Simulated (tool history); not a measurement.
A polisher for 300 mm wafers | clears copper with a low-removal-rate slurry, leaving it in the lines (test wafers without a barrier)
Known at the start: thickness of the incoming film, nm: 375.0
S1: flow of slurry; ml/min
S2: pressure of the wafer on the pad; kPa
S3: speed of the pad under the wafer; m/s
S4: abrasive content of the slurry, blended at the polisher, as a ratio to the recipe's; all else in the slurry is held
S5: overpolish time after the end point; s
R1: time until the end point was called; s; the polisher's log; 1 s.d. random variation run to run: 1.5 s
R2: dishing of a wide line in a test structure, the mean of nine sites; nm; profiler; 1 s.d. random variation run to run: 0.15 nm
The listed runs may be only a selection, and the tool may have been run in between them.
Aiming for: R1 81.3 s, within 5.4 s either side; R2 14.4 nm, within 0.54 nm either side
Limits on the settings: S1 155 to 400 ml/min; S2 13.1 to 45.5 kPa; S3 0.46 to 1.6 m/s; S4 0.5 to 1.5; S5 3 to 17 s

run	day	S1	S2	S3	S4	S5	R1	R2
1	0	255	29	1.02	1	9	72.089	21.996
2	0.146	220	29	1.02	1	9	71.617	21.421
3	0.45	220	29	1.22	1	9	60.867	23.393
4	0.5	220	35.2	1.22	1	9	51.602	25.385
5	0.762	220	35.2	1	1	9	60.677	23.252
# day 0.917: slurry nozzle cleaned
6	0.917	205	33.8	0.98	1	8	64.236	22.056
7	0.958	275	25.5	0.9	0.9	4	90.466	11.372
8	1.317	270	26.2	0.9	0.95	4	84.247	11.588
9	1.612	265	26.9	0.9	0.95	4	85.034	11.883

Which single option among these 5 for the next run brings every result within its allowed miss of target? Just one does.
A	1.908	260	31.7	0.76	1.05	6	?	?
B	1.908	235	26.9	0.88	1.15	6	?	?
C	1.908	245	23.4	0.86	1.15	7	?	?
D	1.908	305	24.8	0.8	0.9	7	?	?
E	1.908	255	29.6	0.82	1.05	5	?	?

move	R1	R2
A	79.686	16.58
B	80.609	16.41
C	93.56	16.422
D	99.194	15.824
E	79.535	14.67
A: takes the result that was furthest off past its target
B: takes the result that was furthest off past its target
C: takes the result that was furthest off past its target
D: takes the result that was furthest off past its target
E: in spec on every target
The move that meets every target is E.
